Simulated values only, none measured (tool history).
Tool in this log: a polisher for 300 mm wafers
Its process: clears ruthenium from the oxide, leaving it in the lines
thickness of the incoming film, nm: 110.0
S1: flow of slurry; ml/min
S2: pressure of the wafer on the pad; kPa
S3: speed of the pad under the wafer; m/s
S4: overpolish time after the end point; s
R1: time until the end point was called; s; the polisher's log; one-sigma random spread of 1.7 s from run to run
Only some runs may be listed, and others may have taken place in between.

{"run": 1, "hour": 0.0, "S1": 135, "S2": 9.7, "S3": 0.9, "S4": 48, "R1": 138.04}
{"run": 2, "hour": 4.8, "S1": 135, "S2": 9.7, "S3": 1.02, "S4": 48, "R1": 122.88}
{"run": 3, "hour": 12.2, "S1": 130, "S2": 9.0, "S3": 1.02, "S4": 48, "R1": 132.82}
{"run": 4, "hour": 13.2, "S1": 125, "S2": 8.3, "S3": 1.02, "S4": 48, "R1": 142.99}
{"run": 5, "hour": 20.8, "S1": 140, "S2": 8.3, "S3": 1.02, "S4": 48, "R1": 141.74}
{"run": 6, "hour": 23.9, "S1": 160, "S2": 8.3, "S3": 1.02, "S4": 48, "R1": 134.76}
{"run": 7, "hour": 24.8, "S1": 150, "S2": 7.6, "S3": 1.02, "S4": 48, "R1": 152.48}
{"run": 8, "hour": 30.4, "S1": 115, "S2": 6.9, "S3": 1.02, "S4": 48, "R1": 171.27}
{"run": 9, "hour": 35.4, "S1": 110, "S2": 6.9, "S3": 1.02, "S4": 48, "R1": 174.71}
{"run": 10, "hour": 43.5, "S1": 105, "S2": 6.9, "S3": 1.02, "S4": 48, "R1": 178.25}

For run 11, what comes out?
{"run": 11, "hour": 46.8, "S1": 100, "S2": 6.9, "S3": 1.02, "S4": 48, "R1": "?"}

R1: 175.73 s
